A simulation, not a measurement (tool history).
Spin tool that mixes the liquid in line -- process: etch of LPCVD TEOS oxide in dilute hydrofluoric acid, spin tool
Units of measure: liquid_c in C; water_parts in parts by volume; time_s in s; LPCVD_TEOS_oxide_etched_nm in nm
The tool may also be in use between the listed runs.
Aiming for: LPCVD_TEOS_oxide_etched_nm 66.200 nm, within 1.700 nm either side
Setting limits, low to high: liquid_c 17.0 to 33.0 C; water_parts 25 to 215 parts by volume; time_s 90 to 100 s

run  hour  liquid_c  water_parts  time_s  LPCVD_TEOS_oxide_etched_nm
  1   0.0      25.0          120      90                      42.197
  2   0.9      27.0          115      90                      48.344
  3   6.8      27.0          115     100                      53.265
  4  13.2      25.0          115     100                      48.808
  5  17.7      26.5          115     100                      51.532
  6  20.4      28.0          115     100                      54.958
  7  22.2      29.5          115     100                      58.302
  8  26.9      30.5          115     100                      59.980
  9  32.0      31.0          115     100                      61.594
 10  33.0      31.5          115     100                      62.554
 11  37.4      32.0          115     100                      64.199

Exactly one of the 5 candidate moves below puts every result within its allowed miss. Which one?
  A  41.8      29.5          105      95                           ?
  B  41.8      31.5          100      95                           ?
  C  41.8      33.0          110      95                           ?
  D  41.8      30.0          100     100                           ?
  E  41.8      32.0          105     100                           ?

move  LPCVD_TEOS_oxide_etched_nm
   A                      61.624
   B                      70.206
   C                      66.432
   D                      69.887
   E                      71.166
A: moves away from the targets compared with the last run
B: pushes the last run's worst result past its target
C: hits every target within its allowed miss
D: pushes the last run's worst result past its target
E: pushes the last run's worst result past its target
C meets every target.
